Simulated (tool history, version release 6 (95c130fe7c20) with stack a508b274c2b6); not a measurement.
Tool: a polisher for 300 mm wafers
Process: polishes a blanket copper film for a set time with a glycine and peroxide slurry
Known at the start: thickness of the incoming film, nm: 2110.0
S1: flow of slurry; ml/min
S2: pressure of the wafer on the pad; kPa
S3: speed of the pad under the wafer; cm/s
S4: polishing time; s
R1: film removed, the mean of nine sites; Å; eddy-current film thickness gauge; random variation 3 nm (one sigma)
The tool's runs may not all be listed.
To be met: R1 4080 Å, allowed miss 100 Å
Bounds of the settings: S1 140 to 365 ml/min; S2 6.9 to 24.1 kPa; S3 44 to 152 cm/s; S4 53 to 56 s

run 1 hour=0 | S1=235 S2=15.2 S3=98 S4=53 | R1=2690
run 2 hour=3.7 | S1=235 S2=12.4 S3=98 S4=53 | R1=2336.3
run 3 hour=5 | S1=195 S2=12.4 S3=98 S4=53 | R1=2302.7
run 4 hour=12.2 | S1=195 S2=12.4 S3=82 S4=53 | R1=2030.2
run 5 hour=16.1 | S1=195 S2=13.8 S3=84 S4=53 | R1=2210.5
run 6 hour=21.7 | S1=195 S2=15.2 S3=86 S4=53 | R1=2451.8
run 7 hour=23.4 | S1=195 S2=15.9 S3=86 S4=53 | R1=2492.3
run 8 hour=27.8 | S1=195 S2=16.5 S3=88 S4=53 | R1=2612.4
run 9 hour=31.5 | S1=195 S2=16.5 S3=88 S4=53 | R1=2649.6
run 10 hour=40.2 | S1=195 S2=17.2 S3=88 S4=53 | R1=2712
run 11 hour=44.5 | S1=195 S2=17.9 S3=88 S4=53 | R1=2835.6
-- hour=45.6 slurry nozzle cleaned
run 12 hour=45.6 | S1=230 S2=22.1 S3=90 S4=53 | R1=3552.5
run 13 hour=52.5 | S1=230 S2=23.4 S3=92 S4=53 | R1=3784.5

Which of these 4 next moves meets every target?
run A hour=59.4 | S1=255 S2=24.1 S3=94 S4=54 | R1=?
run B hour=59.4 | S1=210 S2=24.1 S3=112 S4=53 | R1=?
run C hour=59.4 | S1=205 S2=22.1 S3=82 S4=56 | R1=?
run D hour=59.4 | S1=210 S2=23.4 S3=84 S4=54 | R1=?

move=A R1=4071
move=B R1=4498.5
move=C R1=3491.4
move=D R1=3604.5
A: meets every target
B: takes the result that was furthest off past its target
C: further off than the last run
D: further off than the last run
Move A is the one to make.
